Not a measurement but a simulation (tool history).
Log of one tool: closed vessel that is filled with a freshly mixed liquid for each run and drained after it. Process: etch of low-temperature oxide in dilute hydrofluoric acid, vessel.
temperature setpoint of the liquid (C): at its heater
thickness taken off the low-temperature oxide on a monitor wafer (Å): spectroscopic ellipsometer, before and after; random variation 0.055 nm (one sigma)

run,day,temperature setpoint of the liquid (C),parts of water to one part of 49 % hydrofluoric acid (parts by volume),time in the liquid (s),thickness taken off the low-temperature oxide on a monitor wafer (Å)
1,0.000,25.0,75,60,127.300
2,0.283,23.0,75,60,118.080
3,0.317,23.0,45,60,205.750
4,0.688,22.0,55,60,159.960
5,1.050,22.0,55,60,157.430
6,1.250,21.0,60,60,138.070
7,1.433,20.0,65,60,121.870
8,1.571,19.5,70,60,110.060
9,1.779,19.0,75,60,99.653

The next listed run, before its measurement:
10,1.804,18.5,80,60,?

{"run 10": {"thickness taken off the low-temperature oxide on a monitor wafer (Å)": 90.492}}

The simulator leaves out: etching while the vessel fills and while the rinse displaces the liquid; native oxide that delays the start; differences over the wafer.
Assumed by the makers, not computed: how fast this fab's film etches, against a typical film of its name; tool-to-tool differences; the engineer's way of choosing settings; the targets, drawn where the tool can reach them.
